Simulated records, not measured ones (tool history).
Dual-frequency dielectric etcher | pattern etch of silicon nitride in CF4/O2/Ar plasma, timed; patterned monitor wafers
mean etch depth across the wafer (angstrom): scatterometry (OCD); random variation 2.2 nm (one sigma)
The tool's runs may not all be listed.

| run | day | source power (W) | bias power (W) | Ar flow (sccm) | CF4 flow (sccm) | etch time (s) | mean etch depth across the wafer (angstrom) |
|---|---|---|---|---|---|---|---|
| 1 | 0.000 | 390 | 67 | 112 | 110 | 205.0 | 4045.3 |
| 2 | 0.029 | 390 | 67 | 112 | 90 | 205.0 | 3928.4 |
| 3 | 0.400 | 430 | 67 | 112 | 90 | 205.0 | 4217.2 |
| 4 | 0.546 | 470 | 67 | 112 | 90 | 205.0 | 4465.6 |
| 5 | 0.754 | 490 | 67 | 112 | 90 | 205.0 | 4572.5 |
| 6 | 0.783 | 510 | 67 | 112 | 90 | 205.0 | 4687.2 |
| 7 | 1.146 | 520 | 67 | 112 | 90 | 205.0 | 4742.5 |
| 8 | 1.438 | 530 | 68 | 112 | 90 | 205.0 | 4823.6 |

Forecast run 9:
| 9 | 1.596 | 540 | 68 | 112 | 90 | 205.0 | ? |

{"run 9": {"mean etch depth across the wafer (angstrom)": 4855.7}}
